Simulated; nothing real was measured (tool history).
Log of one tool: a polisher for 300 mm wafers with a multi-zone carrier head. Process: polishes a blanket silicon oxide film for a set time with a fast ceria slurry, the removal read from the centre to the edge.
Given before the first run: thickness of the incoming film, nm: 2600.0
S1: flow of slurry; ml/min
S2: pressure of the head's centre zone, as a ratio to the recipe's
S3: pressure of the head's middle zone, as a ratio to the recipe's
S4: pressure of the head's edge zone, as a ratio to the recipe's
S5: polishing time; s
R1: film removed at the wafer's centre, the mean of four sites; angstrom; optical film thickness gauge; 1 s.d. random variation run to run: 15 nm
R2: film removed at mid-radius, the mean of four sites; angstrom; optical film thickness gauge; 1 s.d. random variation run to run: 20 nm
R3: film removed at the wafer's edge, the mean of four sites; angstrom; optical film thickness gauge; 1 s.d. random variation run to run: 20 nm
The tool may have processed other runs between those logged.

run 1 hour=0 | S1=120 S2=1 S3=1 S4=1 S5=55 | R1=10292 R2=10558 R3=10327
run 2 hour=1.8 | S1=120 S2=1 S3=1 S4=0.97 S5=55 | R1=10748 R2=10800 R3=10224
run 3 hour=4.8 | S1=130 S2=1.01 S3=1.02 S4=1 S5=60 | R1=11897 R2=11867 R3=11707
run 4 hour=12.2 | S1=110 S2=1.01 S3=1.02 S4=1 S5=60 | R1=11495 R2=11435 R3=11312
run 5 hour=20.7 | S1=125 S2=1.01 S3=1.07 S4=1.02 S5=62 | R1=12119 R2=12899 R3=11997
run 6 hour=24.7 | S1=125 S2=0.95 S3=1.07 S4=1.02 S5=62 | R1=11436 R2=13008 R3=11559

Run 7 comes next. What will it give?
run 7 hour=32.9 | S1=135 S2=0.98 S3=1.09 S4=1.05 S5=64 | R1=? R2=? R3=?

For run 7 the tool returned R1 12313 angstrom, R2 13869 angstrom, R3 12787 angstrom.

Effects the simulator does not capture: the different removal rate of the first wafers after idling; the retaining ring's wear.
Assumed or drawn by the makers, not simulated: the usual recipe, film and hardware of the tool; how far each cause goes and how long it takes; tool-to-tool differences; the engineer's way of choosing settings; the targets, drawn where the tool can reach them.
